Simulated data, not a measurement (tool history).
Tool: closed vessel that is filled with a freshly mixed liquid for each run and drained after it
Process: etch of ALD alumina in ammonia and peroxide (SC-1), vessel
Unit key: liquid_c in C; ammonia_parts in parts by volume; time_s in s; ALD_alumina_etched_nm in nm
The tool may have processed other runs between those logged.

run  hour  liquid_c  ammonia_parts  time_s  ALD_alumina_etched_nm
  1   0.0      51.0           0.45     180                10.3300
  2   5.5      51.5           0.45     180                10.6220
  3   8.5      52.0           0.45     180                10.8790
  4  14.4      52.0           0.55     180                11.1430
  5  23.5      52.0           0.50     180                11.0450
  6  24.8      52.0           0.50     125                 7.6489

Run 7, settings as shown, results not yet in. Your forecast:
  7  27.1      53.5           0.50     125                      ?

Run 7 produced ALD_alumina_etched_nm 8.3098 nm.

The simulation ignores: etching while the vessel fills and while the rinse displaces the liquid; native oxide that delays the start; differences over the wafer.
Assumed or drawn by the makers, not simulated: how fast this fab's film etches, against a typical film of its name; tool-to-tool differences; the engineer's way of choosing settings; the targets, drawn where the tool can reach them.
